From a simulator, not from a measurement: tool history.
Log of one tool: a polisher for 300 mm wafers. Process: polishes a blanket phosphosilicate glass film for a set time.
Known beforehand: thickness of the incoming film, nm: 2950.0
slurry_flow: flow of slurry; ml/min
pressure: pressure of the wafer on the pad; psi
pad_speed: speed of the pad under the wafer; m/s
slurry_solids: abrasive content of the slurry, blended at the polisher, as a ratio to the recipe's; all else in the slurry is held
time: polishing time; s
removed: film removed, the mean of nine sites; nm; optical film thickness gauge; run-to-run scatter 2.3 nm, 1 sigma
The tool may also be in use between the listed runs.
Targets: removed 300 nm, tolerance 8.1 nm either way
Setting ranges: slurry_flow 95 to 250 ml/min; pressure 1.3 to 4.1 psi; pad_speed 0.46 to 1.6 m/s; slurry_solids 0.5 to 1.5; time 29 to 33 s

run,hour,slurry_flow,pressure,pad_speed,slurry_solids,time,removed
1,0,160,2.7,1.02,1,33,285.74
2,4.6,170,2.7,1.02,1,33,285.33
3,7.5,135,2.7,1.02,1,33,274.37
4,9,140,2.7,1.02,1,33,278.1
5,15.6,140,2.7,0.84,1,33,243.39
6,20.3,140,2.7,0.84,1,29,212.46
7,26.5,145,2.8,0.84,1,29,218.67
8,33.1,150,2.9,0.84,1,29,228.93
9,38.1,155,3,0.84,1,29,236.83
10,41.6,160,3.1,0.84,1,29,242.54
11,48.8,160,3.2,0.84,1,29,252.9
12,51.4,160,3.2,0.84,1,29,253.99
13,54.8,160,3.3,0.84,1,29,261.11
14,59,160,3.3,0.84,1,29,262.36
15,67.8,170,3.5,0.84,1,29,276.59
16,70,175,3.6,0.84,1,29,284.81

Consider the 5 candidate settings below. Which is the only one whose results all fall within their allowed miss of target?
A,72.2,170,3.1,0.84,1,30,?
B,72.2,180,4,0.7,1,29,?
C,72.2,180,3.7,0.7,0.9,31,?
D,72.2,155,3,0.94,1.1,32,?
E,72.2,170,3.7,0.66,1.1,30,?

move,removed
A,255.95
B,276.31
C,259.83
D,298.65
E,262.12
A: lands further from the targets than the last run did
B: lands further from the targets than the last run did
C: lands further from the targets than the last run did
D: each result inside its tolerance
E: lands further from the targets than the last run did
So the answer is move D, the one that meets all the targets.
